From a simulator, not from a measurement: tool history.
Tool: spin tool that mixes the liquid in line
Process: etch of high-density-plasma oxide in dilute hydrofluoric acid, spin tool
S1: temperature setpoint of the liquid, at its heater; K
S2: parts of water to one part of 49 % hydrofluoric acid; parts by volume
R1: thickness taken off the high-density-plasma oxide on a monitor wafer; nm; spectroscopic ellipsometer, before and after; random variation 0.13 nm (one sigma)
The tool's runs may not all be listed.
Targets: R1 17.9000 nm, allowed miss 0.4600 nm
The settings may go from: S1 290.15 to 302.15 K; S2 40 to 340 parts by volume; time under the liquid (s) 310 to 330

run 1 day=0.000 | S1=294.15 S2=190 time_under_the_liquid_(s)=310 | R1=7.4763
run 2 day=0.254 | S1=290.65 S2=190 time_under_the_liquid_(s)=310 | R1=6.4189
run 3 day=0.462 | S1=290.65 S2=190 time_under_the_liquid_(s)=330 | R1=6.9524
run 4 day=0.533 | S1=290.15 S2=190 time_under_the_liquid_(s)=330 | R1=6.6609
run 5 day=0.679 | S1=292.15 S2=180 time_under_the_liquid_(s)=330 | R1=7.8055
run 6 day=0.854 | S1=290.15 S2=180 time_under_the_liquid_(s)=330 | R1=7.1800
run 7 day=1.021 | S1=290.15 S2=180 time_under_the_liquid_(s)=330 | R1=7.1427
run 8 day=1.196 | S1=292.15 S2=170 time_under_the_liquid_(s)=330 | R1=8.3167

4 next moves are on the table. One of them brings every result within its allowed miss. Which?
run A day=1.371 | S1=298.65 S2=115 time_under_the_liquid_(s)=330 | R1=?
run B day=1.371 | S1=296.15 S2=100 time_under_the_liquid_(s)=330 | R1=?
run C day=1.371 | S1=292.15 S2=90 time_under_the_liquid_(s)=330 | R1=?
run D day=1.371 | S1=293.15 S2=95 time_under_the_liquid_(s)=330 | R1=?

move=A R1=16.9060
move=B R1=17.9480
move=C R1=17.1330
move=D R1=16.8240
A: nearer than the last run, and not there yet
B: meets every target
C: nearer than the last run, and not there yet
D: nearer than the last run, and not there yet
The right move is B.
